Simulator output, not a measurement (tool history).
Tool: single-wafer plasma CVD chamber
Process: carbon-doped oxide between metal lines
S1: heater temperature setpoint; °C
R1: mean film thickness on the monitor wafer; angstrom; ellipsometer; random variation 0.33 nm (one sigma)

run 1 hour=0.0 | S1=350 chamber_pressure_(Pa)=680 RF_power_(kW)=0.405 deposition_time_(s)=18.0 | R1=800.39
run 2 hour=7.4 | S1=351 chamber_pressure_(Pa)=667 RF_power_(kW)=0.390 deposition_time_(s)=17.9 | R1=750.63
run 3 hour=9.8 | S1=351 chamber_pressure_(Pa)=667 RF_power_(kW)=0.430 deposition_time_(s)=17.9 | R1=823.75
run 4 hour=13.2 | S1=351 chamber_pressure_(Pa)=575 RF_power_(kW)=0.430 deposition_time_(s)=17.9 | R1=827.96
run 5 hour=20.5 | S1=343 chamber_pressure_(Pa)=575 RF_power_(kW)=0.430 deposition_time_(s)=17.9 | R1=836.23
run 6 hour=24.3 | S1=343 chamber_pressure_(Pa)=575 RF_power_(kW)=0.430 deposition_time_(s)=17.1 | R1=807.92
run 7 hour=26.2 | S1=344 chamber_pressure_(Pa)=571 RF_power_(kW)=0.415 deposition_time_(s)=17.1 | R1=770.51

Forecast run 8:
run 8 hour=31.3 | S1=344 chamber_pressure_(Pa)=563 RF_power_(kW)=0.405 deposition_time_(s)=17.1 | R1=?

Run 8 gave R1 756.14 angstrom.
